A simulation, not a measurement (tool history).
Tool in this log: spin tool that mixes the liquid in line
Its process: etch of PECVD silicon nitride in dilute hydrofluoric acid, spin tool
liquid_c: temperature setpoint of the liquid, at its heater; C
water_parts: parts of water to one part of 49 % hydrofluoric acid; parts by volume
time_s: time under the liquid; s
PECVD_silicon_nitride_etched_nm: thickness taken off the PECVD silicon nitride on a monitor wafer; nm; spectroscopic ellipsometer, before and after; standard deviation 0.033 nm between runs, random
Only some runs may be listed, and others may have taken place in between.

run  hour  liquid_c  water_parts  time_s  PECVD_silicon_nitride_etched_nm
  1     0        24          110      55                           2.8436
  2   0.7        24          110      55                           2.8059
  3   4.3      26.5          110      55                           3.2905
  4  11.8      26.5          145      55                           2.5228
  5  16.5      26.5          145      55                           2.5231
  6  21.2      27.5          135      55                           2.8776
  7  24.1      27.5          135      55                           2.8759
  8  29.4      28.5          125      55                           3.2946
  9  31.7        29          120      55                           3.5753
 10  34.2      29.5          115      55                           3.8064

What will run 11 give?
 11  39.4        30          110      55                                ?

{"run 11": {"PECVD_silicon_nitride_etched_nm": 4.1636}}
